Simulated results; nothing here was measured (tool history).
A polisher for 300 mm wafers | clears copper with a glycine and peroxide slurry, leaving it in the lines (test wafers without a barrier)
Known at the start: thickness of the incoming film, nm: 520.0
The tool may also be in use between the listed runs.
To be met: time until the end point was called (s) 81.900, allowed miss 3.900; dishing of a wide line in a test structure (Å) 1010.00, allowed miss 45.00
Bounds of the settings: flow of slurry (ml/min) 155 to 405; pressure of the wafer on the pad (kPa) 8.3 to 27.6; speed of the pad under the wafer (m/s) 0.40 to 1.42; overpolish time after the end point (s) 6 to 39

run,hour,flow of slurry (ml/min),pressure of the wafer on the pad (kPa),speed of the pad under the wafer (m/s),overpolish time after the end point (s),time until the end point was called (s),dishing of a wide line in a test structure (Å)
1,0.0,260,17.9,0.90,20,90.481,672.60
2,3.4,200,17.9,0.90,20,93.933,668.37
3,4.6,200,15.2,0.90,20,108.260,595.66
4,9.2,200,15.2,1.00,20,100.050,644.01
5,14.5,195,16.5,1.02,23,90.978,758.17
6,22.2,195,20.0,1.02,23,77.273,825.70
7,29.7,195,20.0,1.02,23,79.479,817.60
8,35.3,190,20.0,1.02,25,78.340,848.48

5 next moves are on the table. One of them brings every result within its allowed miss. Which?
A,40.9,195,18.6,1.02,29,?,?
B,40.9,155,17.2,1.14,35,?,?
C,40.9,220,20.0,1.10,39,?,?
D,40.9,215,19.3,1.14,32,?,?
E,40.9,165,23.4,0.92,39,?,?

move,time until the end point was called (s),dishing of a wide line in a test structure (Å)
A,81.525,902.19
B,80.948,983.74
C,71.379,1097.60
D,71.481,1005.30
E,74.457,1104.70
A: nearer than the last run, and not there yet
B: meets every target
C: takes the result that was furthest off past its target
D: brings the result that was furthest off to its target, and leaves another outside
E: takes the result that was furthest off past its target
Answer: B
